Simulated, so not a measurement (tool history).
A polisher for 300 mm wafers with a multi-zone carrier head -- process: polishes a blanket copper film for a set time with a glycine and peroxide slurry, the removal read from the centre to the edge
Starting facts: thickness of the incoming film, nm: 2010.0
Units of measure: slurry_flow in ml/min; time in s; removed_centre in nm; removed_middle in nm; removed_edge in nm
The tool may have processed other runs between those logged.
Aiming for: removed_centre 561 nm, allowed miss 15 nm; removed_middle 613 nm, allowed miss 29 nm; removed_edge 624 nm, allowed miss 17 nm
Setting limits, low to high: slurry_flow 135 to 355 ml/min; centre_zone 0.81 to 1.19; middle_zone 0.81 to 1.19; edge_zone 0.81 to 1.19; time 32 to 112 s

{"run": 1, "hour": 0.0, "slurry_flow": 225, "centre_zone": 1, "middle_zone": 1, "edge_zone": 1, "time": 72, "removed_centre": 419.22, "removed_middle": 431.35, "removed_edge": 433.08}
{"run": 2, "hour": 8.0, "slurry_flow": 230, "centre_zone": 1, "middle_zone": 1.02, "edge_zone": 1.05, "time": 79, "removed_centre": 464.54, "removed_middle": 488.62, "removed_edge": 478.83}
{"run": 3, "hour": 14.9, "slurry_flow": 230, "centre_zone": 1, "middle_zone": 1.05, "edge_zone": 1.05, "time": 79, "removed_centre": 462.47, "removed_middle": 500.15, "removed_edge": 476.12}
{"run": 4, "hour": 20.8, "slurry_flow": 235, "centre_zone": 0.98, "middle_zone": 1.03, "edge_zone": 1.08, "time": 85, "removed_centre": 490.93, "removed_middle": 535.8, "removed_edge": 522.93}
{"run": 5, "hour": 21.3, "slurry_flow": 235, "centre_zone": 0.98, "middle_zone": 1.03, "edge_zone": 1.01, "time": 85, "removed_centre": 490.78, "removed_middle": 536.6, "removed_edge": 515.52}
{"run": 6, "hour": 23.9, "slurry_flow": 260, "centre_zone": 0.98, "middle_zone": 1.03, "edge_zone": 1.01, "time": 85, "removed_centre": 498.42, "removed_middle": 536.42, "removed_edge": 514.01}
{"run": 7, "hour": 32.6, "slurry_flow": 240, "centre_zone": 0.97, "middle_zone": 1.01, "edge_zone": 1.03, "time": 90, "removed_centre": 512.05, "removed_middle": 542.77, "removed_edge": 555.96}
{"run": 8, "hour": 41.0, "slurry_flow": 305, "centre_zone": 0.97, "middle_zone": 1.06, "edge_zone": 1.13, "time": 93, "removed_centre": 549.17, "removed_middle": 613.97, "removed_edge": 599.89}

Next run, 5 choices. One meets every target within its allowed miss, the rest don't. Which?
{"run": "A", "hour": 49.4, "slurry_flow": 310, "centre_zone": 0.95, "middle_zone": 1.14, "edge_zone": 1.19, "time": 88, "removed_centre": "?", "removed_middle": "?", "removed_edge": "?"}
{"run": "B", "hour": 49.4, "slurry_flow": 255, "centre_zone": 0.98, "middle_zone": 1.05, "edge_zone": 1.17, "time": 96, "removed_centre": "?", "removed_middle": "?", "removed_edge": "?"}
{"run": "C", "hour": 49.4, "slurry_flow": 345, "centre_zone": 0.93, "middle_zone": 1.09, "edge_zone": 1.08, "time": 92, "removed_centre": "?", "removed_middle": "?", "removed_edge": "?"}
{"run": "D", "hour": 49.4, "slurry_flow": 295, "centre_zone": 1.01, "middle_zone": 1.14, "edge_zone": 1.09, "time": 92, "removed_centre": "?", "removed_middle": "?", "removed_edge": "?"}
{"run": "E", "hour": 49.4, "slurry_flow": 295, "centre_zone": 1.02, "middle_zone": 1.08, "edge_zone": 1.16, "time": 90, "removed_centre": "?", "removed_middle": "?", "removed_edge": "?"}

move=A removed_centre=512.12 removed_middle=636.31 removed_edge=578.42
move=B removed_centre=562.63 removed_middle=633.28 removed_edge=617.3
move=C removed_centre=529.59 removed_middle=646.59 removed_edge=586.27
move=D removed_centre=566.36 removed_middle=661.81 removed_edge=581.39
move=E removed_centre=559.34 removed_middle=618.01 removed_edge=583.62
A: further off than the last run
B: all results land within tolerance of their targets
C: further off than the last run
D: further off than the last run
E: further off than the last run
The move that meets every target is B.
